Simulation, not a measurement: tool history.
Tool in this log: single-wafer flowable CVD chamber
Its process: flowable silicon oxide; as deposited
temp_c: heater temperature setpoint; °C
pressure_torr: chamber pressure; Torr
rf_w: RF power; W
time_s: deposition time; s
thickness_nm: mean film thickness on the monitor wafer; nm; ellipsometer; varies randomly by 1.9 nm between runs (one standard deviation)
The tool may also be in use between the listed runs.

Run 1, day 0.000: temp_c 110 °C, pressure_torr 0.755 Torr, rf_w 1830 W, time_s 760 s. Result: thickness_nm 279.47 nm.
Run 2, day 0.196: temp_c 110 °C, pressure_torr 0.803 Torr, rf_w 1830 W, time_s 760 s. Result: thickness_nm 297.69 nm.
Run 3, day 0.396: temp_c 110 °C, pressure_torr 0.856 Torr, rf_w 1830 W, time_s 760 s. Result: thickness_nm 315.57 nm.
Run 4, day 0.567: temp_c 109 °C, pressure_torr 0.856 Torr, rf_w 1830 W, time_s 760 s. Result: thickness_nm 325.59 nm.
At day 0.796: thermocouple changed; heater temperature recalibrated.
Run 5, day 0.796: temp_c 108 °C, pressure_torr 0.856 Torr, rf_w 1830 W, time_s 760 s. Result: thickness_nm 367.39 nm.
Run 6, day 1.017: temp_c 109 °C, pressure_torr 0.856 Torr, rf_w 1830 W, time_s 760 s. Result: thickness_nm 355.31 nm.
Run 7, day 1.292: temp_c 109 °C, pressure_torr 0.856 Torr, rf_w 1830 W, time_s 760 s. Result: thickness_nm 354.35 nm.

Expected results for the next run?
Run 8, day 1.654: temp_c 110 °C, pressure_torr 0.856 Torr, rf_w 1830 W, time_s 760 s. Result: thickness_nm ?.

thickness_nm: 350.72 nm
